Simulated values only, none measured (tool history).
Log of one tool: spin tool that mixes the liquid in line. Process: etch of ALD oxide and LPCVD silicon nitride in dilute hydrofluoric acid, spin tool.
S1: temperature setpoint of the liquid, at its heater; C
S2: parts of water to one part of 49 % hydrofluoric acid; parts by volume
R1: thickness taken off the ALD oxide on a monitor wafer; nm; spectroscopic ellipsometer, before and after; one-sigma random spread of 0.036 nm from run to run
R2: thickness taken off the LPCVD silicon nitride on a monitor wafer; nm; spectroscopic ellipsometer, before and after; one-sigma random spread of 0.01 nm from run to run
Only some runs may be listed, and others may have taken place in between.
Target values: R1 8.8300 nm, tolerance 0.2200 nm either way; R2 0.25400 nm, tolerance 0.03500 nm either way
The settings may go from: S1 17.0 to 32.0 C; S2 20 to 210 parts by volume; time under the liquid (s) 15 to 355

Run 1, hour 0.0: S1 24.0 C, S2 115 parts by volume, time under the liquid (s) 180. Result: R1 27.4880 nm, R2 0.72320 nm.
Run 2, hour 5.2: S1 21.5 C, S2 115 parts by volume, time under the liquid (s) 180. Result: R1 24.8840 nm, R2 0.59147 nm.
Run 3, hour 6.5: S1 19.0 C, S2 115 parts by volume, time under the liquid (s) 180. Result: R1 22.6140 nm, R2 0.50300 nm.
Run 4, hour 12.3: S1 19.0 C, S2 140 parts by volume, time under the liquid (s) 180. Result: R1 18.0550 nm, R2 0.42032 nm.
Run 5, hour 15.0: S1 19.0 C, S2 160 parts by volume, time under the liquid (s) 175. Result: R1 15.0210 nm, R2 0.35342 nm.
Run 6, hour 21.2: S1 19.5 C, S2 175 parts by volume, time under the liquid (s) 165. Result: R1 13.0170 nm, R2 0.32664 nm.
Run 7, hour 24.0: S1 19.5 C, S2 185 parts by volume, time under the liquid (s) 160. Result: R1 11.8030 nm, R2 0.30493 nm.
Run 8, hour 25.1: S1 19.5 C, S2 190 parts by volume, time under the liquid (s) 155. Result: R1 11.0250 nm, R2 0.28675 nm.
Run 9, hour 29.1: S1 19.5 C, S2 190 parts by volume, time under the liquid (s) 155. Result: R1 11.0500 nm, R2 0.27802 nm.
Run 10, hour 35.5: S1 19.5 C, S2 195 parts by volume, time under the liquid (s) 150. Result: R1 10.3400 nm, R2 0.26404 nm.
Run 11, hour 40.9: S1 19.5 C, S2 200 parts by volume, time under the liquid (s) 150. Result: R1 10.0560 nm, R2 0.25829 nm.
Run 12, hour 46.6: S1 19.5 C, S2 205 parts by volume, time under the liquid (s) 150. Result: R1 9.7714 nm, R2 0.26156 nm.
Run 13, hour 53.4: S1 19.5 C, S2 205 parts by volume, time under the liquid (s) 145. Result: R1 9.4750 nm, R2 0.24885 nm.

Below are 4 possible settings for the next run. Only one of them brings all results inside the allowed miss of their targets. Which is it?
Run A, hour 60.2: S1 22.5 C, S2 210 parts by volume, time under the liquid (s) 125. Result: R1 ?, R2 ?.
Run B, hour 60.2: S1 17.0 C, S2 125 parts by volume, time under the liquid (s) 85. Result: R1 ?, R2 ?.
Run C, hour 60.2: S1 17.0 C, S2 125 parts by volume, time under the liquid (s) 90. Result: R1 ?, R2 ?.
Run D, hour 60.2: S1 20.0 C, S2 200 parts by volume, time under the liquid (s) 140. Result: R1 ?, R2 ?.

move      R1       R2
   A  8.8839  0.24756
   B  8.9035  0.19334
   C  9.4272  0.20472
   D  9.5971  0.24734
A: hits every target within its allowed miss
B: puts the biggest miss on target and leaves a different result outside tolerance
C: better than the last run, though not everything is in spec
D: misses by more than the last run did
So the answer is move A, the one that meets all the targets.
